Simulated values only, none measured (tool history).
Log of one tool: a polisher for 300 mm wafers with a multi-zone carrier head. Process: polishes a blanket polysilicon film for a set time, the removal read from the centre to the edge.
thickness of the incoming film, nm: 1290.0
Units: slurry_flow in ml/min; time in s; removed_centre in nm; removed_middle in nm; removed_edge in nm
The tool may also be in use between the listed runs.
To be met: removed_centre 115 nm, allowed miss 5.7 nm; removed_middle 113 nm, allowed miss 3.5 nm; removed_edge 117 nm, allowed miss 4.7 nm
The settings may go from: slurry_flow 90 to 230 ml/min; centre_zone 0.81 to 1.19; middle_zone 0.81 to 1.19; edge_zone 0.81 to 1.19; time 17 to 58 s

run	hour	slurry_flow	centre_zone	middle_zone	edge_zone	time	removed_centre	removed_middle	removed_edge
1	0	150	1	1	1	37	191.64	184.33	187.98
2	5.6	145	0.99	0.99	0.98	34	170.73	169.22	173.33
3	10.2	145	0.99	0.99	1.06	34	170.38	169.49	182.55
4	12.6	145	0.99	0.99	0.99	34	176.13	168.6	172.76
5	17.6	145	0.94	0.99	0.99	34	162.33	169.7	173.78
6	21	145	0.94	0.99	0.99	25	122.23	124.13	130.38
7	28.7	145	0.94	0.99	0.99	25	121	123.42	127.34
8	29.9	110	0.95	0.95	0.91	24	111.71	109.46	114.97

5 next moves are on the table. One of them brings every result within its allowed miss. Which?
A	31.1	155	1.08	0.84	0.86	24	?	?	?
B	31.1	90	0.99	0.97	0.88	26	?	?	?
C	31.1	90	0.94	0.96	0.96	24	?	?	?
D	31.1	125	1	0.88	0.91	24	?	?	?
E	31.1	140	0.94	0.83	1.03	24	?	?	?

move	removed_centre	removed_middle	removed_edge
A	131.46	104.77	115.82
B	114.46	112.22	116.78
C	100.27	102.81	112.25
D	116.28	104.07	115.42
E	111.98	102.07	124.43
A: further off than the last run
B: meets every target
C: further off than the last run
D: further off than the last run
E: further off than the last run
Move B is the one to make.
